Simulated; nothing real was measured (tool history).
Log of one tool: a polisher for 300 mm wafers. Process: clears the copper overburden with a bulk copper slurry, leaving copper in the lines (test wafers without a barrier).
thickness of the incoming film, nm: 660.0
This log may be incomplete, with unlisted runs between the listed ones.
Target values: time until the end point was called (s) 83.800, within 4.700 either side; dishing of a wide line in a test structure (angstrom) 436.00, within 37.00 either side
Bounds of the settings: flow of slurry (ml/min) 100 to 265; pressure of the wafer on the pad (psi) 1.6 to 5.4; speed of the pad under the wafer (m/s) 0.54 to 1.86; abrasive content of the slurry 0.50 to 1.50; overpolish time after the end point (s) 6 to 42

run  hour  flow of slurry (ml/min)  pressure of the wafer on the pad (psi)  speed of the pad under the wafer (m/s)  abrasive content of the slurry  overpolish time after the end point (s)  time until the end point was called (s)  dishing of a wide line in a test structure (angstrom)
  1   0.0                      170                                     3.5                                    1.18                            1.00                                       21                                   55.833                                                 989.02
  2   6.8                      170                                     3.5                                    1.40                            1.00                                       21                                   47.259                                                1109.10
  3  10.1                      195                                     3.5                                    1.40                            1.00                                       21                                   47.367                                                1107.40
  4  15.7                      185                                     3.3                                    1.36                            1.05                                       19                                   50.718                                                1020.20
  5  17.6                      175                                     3.2                                    1.32                            1.05                                       18                                   53.281                                                 969.09
  6  21.6                      175                                     3.2                                    1.32                            1.05                                        9                                   52.731                                                 627.77
  7  23.9                      175                                     3.2                                    1.32                            1.05                                        9                                   53.575                                                 636.58
  8  25.4                      175                                     3.1                                    1.30                            1.05                                        9                                   57.437                                                 598.06
     27.1  -- slurry blender recalibrated
  9  27.1                      175                                     3.0                                    1.30                            1.05                                        9                                   52.136                                                 621.08
 10  33.5                      175                                     3.0                                    1.22                            1.05                                        9                                   55.279                                                 616.59
 11  42.3                      170                                     2.8                                    1.16                            1.05                                        9                                   62.767                                                 555.63
 12  43.9                      170                                     2.7                                    1.14                            1.05                                        9                                   66.534                                                 554.92
 13  46.9                      170                                     2.6                                    1.14                            1.05                                        9                                   66.352                                                 487.90
 14  52.3                      170                                     2.5                                    1.12                            1.05                                       10                                   74.310                                                 535.40
 15  54.3                      130                                     2.3                                    1.10                            0.80                                        6                                   88.398                                                 292.53

Next run, 4 choices. One meets every target within its allowed miss, the rest don't. Which?
  A  56.3                      125                                     2.4                                    1.28                            0.70                                       13                                        ?                                                      ?
  B  56.3                      120                                     2.2                                    1.04                            0.75                                       10                                        ?                                                      ?
  C  56.3                      105                                     2.0                                    1.28                            1.05                                        9                                        ?                                                      ?
  D  56.3                      155                                     1.9                                    1.26                            1.05                                       13                                        ?                                                      ?

move  time until the end point was called (s)  dishing of a wide line in a test structure (angstrom)
   A                                   77.846                                                 603.52
   B                                  101.490                                                 402.24
   C                                   82.896                                                 431.64
   D                                   84.000                                                 558.90
A: takes the biggest miss from the last run beyond its target
B: brings the last run's worst result on target, with another outside its allowed miss
C: every result lands within tolerance
D: takes the biggest miss from the last run beyond its target
C meets every target.

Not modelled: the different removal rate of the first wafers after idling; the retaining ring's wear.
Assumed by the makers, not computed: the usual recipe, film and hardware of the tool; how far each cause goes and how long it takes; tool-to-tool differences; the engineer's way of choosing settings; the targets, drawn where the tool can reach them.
